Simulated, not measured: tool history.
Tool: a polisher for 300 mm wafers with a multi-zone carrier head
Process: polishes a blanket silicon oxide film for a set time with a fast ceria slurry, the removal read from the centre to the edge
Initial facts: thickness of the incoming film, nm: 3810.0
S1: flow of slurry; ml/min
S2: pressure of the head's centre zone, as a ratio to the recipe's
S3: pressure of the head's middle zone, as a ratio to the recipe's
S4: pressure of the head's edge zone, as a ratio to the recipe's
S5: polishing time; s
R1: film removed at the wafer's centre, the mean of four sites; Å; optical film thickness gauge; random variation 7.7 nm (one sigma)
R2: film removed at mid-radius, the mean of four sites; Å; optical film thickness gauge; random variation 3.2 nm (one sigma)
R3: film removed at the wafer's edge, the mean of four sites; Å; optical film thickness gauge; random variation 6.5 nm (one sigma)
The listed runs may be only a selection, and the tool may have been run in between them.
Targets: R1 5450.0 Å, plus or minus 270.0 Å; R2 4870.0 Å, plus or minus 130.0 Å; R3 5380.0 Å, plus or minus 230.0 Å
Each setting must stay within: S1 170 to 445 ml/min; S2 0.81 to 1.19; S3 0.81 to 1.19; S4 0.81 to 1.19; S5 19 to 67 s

run,hour,S1,S2,S3,S4,S5,R1,R2,R3
1,0.0,285,1.00,1.00,1.00,43,6420.4,6402.2,6120.8
2,8.6,285,0.95,1.00,1.00,43,5950.0,6291.6,6125.0
3,10.7,285,0.95,1.00,1.00,53,7427.8,7781.1,7696.5
4,19.7,280,0.95,0.98,0.99,51,7036.4,7351.2,7274.8
5,27.4,280,0.95,0.90,0.99,51,7013.5,6994.8,7222.9
6,34.6,275,0.96,0.89,1.00,49,7063.7,6668.8,7010.0
7,36.5,255,0.91,0.81,0.94,37,4904.1,4793.0,5063.3
8,39.7,255,0.92,0.81,0.95,37,4920.1,4721.5,5098.0
9,45.3,260,0.93,0.81,0.96,37,4989.3,4758.6,5092.2
10,52.0,260,0.94,0.81,0.97,37,5091.5,4801.2,5158.6
# hour 55.0: edge zone pressure recalibrated
11,55.0,260,0.95,0.81,0.98,37,5128.8,4779.9,5397.0

Below are 5 possible settings for the next run. Only one of them brings all results inside the allowed miss of their targets. Which is it?
A,58.0,245,0.81,0.84,1.08,37,?,?,?
B,58.0,265,0.89,0.87,0.94,36,?,?,?
C,58.0,235,0.93,0.84,0.98,37,?,?,?
D,58.0,340,0.98,0.81,0.95,37,?,?,?
E,58.0,310,0.93,0.81,0.99,35,?,?,?

move,R1,R2,R3
A,4346.2,4854.2,5531.9
B,4703.2,4864.8,5106.1
C,4964.5,4824.1,5279.5
D,5482.8,4929.2,5380.6
E,4871.7,4622.6,5144.3
A: lands further from the targets than the last run did
B: lands further from the targets than the last run did
C: lands further from the targets than the last run did
D: hits every target within its allowed miss
E: lands further from the targets than the last run did
Answer: D
